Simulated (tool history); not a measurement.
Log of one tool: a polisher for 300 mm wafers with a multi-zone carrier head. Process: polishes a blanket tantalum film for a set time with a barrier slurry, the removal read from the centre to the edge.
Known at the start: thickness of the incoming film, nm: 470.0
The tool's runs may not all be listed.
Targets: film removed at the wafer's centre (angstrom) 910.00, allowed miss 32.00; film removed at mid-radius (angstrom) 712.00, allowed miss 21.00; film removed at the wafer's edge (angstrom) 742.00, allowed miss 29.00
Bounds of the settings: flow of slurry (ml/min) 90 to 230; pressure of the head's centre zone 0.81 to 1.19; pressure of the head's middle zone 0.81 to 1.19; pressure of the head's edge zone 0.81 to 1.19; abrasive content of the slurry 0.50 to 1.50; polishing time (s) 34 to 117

| run | hour | flow of slurry (ml/min) | pressure of the head's centre zone | pressure of the head's middle zone | pressure of the head's edge zone | abrasive content of the slurry | polishing time (s) | film removed at the wafer's centre (angstrom) | film removed at mid-radius (angstrom) | film removed at the wafer's edge (angstrom) |
|---|---|---|---|---|---|---|---|---|---|---|
| 1 | 0.0 | 150 | 1.00 | 1.00 | 1.00 | 1.00 | 75 | 1184.00 | 1191.50 | 1181.40 |
| 2 | 7.3 | 145 | 1.04 | 0.96 | 0.95 | 0.85 | 70 | 1075.10 | 992.33 | 1014.00 |
| 3 | 10.1 | 130 | 1.04 | 0.96 | 0.95 | 0.85 | 70 | 1058.00 | 991.64 | 1012.60 |
| 4 | 13.3 | 130 | 1.04 | 0.96 | 0.95 | 0.85 | 79 | 1203.00 | 1111.60 | 1110.90 |
| 5 | 17.2 | 125 | 1.07 | 0.93 | 0.91 | 0.75 | 74 | 1078.60 | 949.33 | 971.63 |
| 6 | 25.6 | 125 | 1.03 | 0.93 | 0.91 | 0.75 | 74 | 1038.80 | 932.80 | 969.43 |
| 7 | 32.6 | 125 | 1.06 | 0.92 | 0.88 | 0.65 | 71 | 927.58 | 821.11 | 833.23 |
| 8 | 36.2 | 125 | 1.08 | 0.90 | 0.86 | 0.60 | 71 | 877.88 | 756.54 | 796.97 |
| 9 | 38.5 | 120 | 1.12 | 0.90 | 0.84 | 0.60 | 71 | 914.91 | 752.09 | 769.84 |

Which of these 4 next moves meets every target?
| A | 40.8 | 90 | 1.19 | 1.02 | 0.81 | 0.65 | 66 | ? | ? | ? |
| B | 40.8 | 135 | 1.09 | 0.84 | 0.88 | 0.60 | 71 | ? | ? | ? |
| C | 40.8 | 100 | 1.16 | 0.88 | 0.82 | 0.50 | 83 | ? | ? | ? |
| D | 40.8 | 135 | 1.12 | 0.91 | 0.84 | 0.60 | 69 | ? | ? | ? |

| move | film removed at the wafer's centre (angstrom) | film removed at mid-radius (angstrom) | film removed at the wafer's edge (angstrom) |
|---|---|---|---|
| A | 915.09 | 786.38 | 727.56 |
| B | 917.74 | 726.86 | 805.26 |
| C | 917.79 | 713.98 | 748.37 |
| D | 917.06 | 754.57 | 765.67 |
A: further off than the last run
B: brings the result that was furthest off to its target, and leaves another outside
C: meets every target
D: further off than the last run
Move C is the one to make.
